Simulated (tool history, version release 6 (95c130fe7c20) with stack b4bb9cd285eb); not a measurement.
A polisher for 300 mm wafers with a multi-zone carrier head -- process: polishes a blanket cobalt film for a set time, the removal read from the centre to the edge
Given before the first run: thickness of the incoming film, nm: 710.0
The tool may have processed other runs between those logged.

run	day	flow of slurry (ml/min)	pressure of the head's centre zone	pressure of the head's middle zone	pressure of the head's edge zone	polishing time (s)	film removed at the wafer's centre (nm)	film removed at mid-radius (nm)	film removed at the wafer's edge (nm)
1	0.000	260	1.00	1.00	1.00	37	253.59	263.53	247.25
2	0.121	260	1.01	0.99	0.98	35	244.95	250.15	230.60
3	0.475	260	1.02	0.97	0.97	34	243.85	236.85	226.66
4	0.821	260	1.02	1.04	0.97	34	245.62	247.11	226.04
5	0.908	260	1.03	1.03	0.96	33	236.38	239.90	219.48
6	1.138	260	1.03	1.10	0.96	33	236.48	253.08	216.50
7	1.508	260	1.04	1.08	0.95	32	231.40	237.05	212.45
8	1.750	260	1.04	1.08	0.95	32	226.24	238.42	211.92
9	1.858	260	1.04	1.08	0.95	32	229.32	238.24	210.26
10	2.083	260	1.05	1.07	0.94	31	227.28	228.98	203.86
11	2.312	245	1.10	0.97	0.84	21	158.49	150.59	131.40
12	2.612	315	1.19	1.01	0.94	21	177.65	151.81	140.29

What will run 13 give?
13	2.871	315	1.19	1.01	0.95	21	?	?	?

film removed at the wafer's centre (nm): 174.23
film removed at mid-radius (nm): 154.89
film removed at the wafer's edge (nm): 141.41
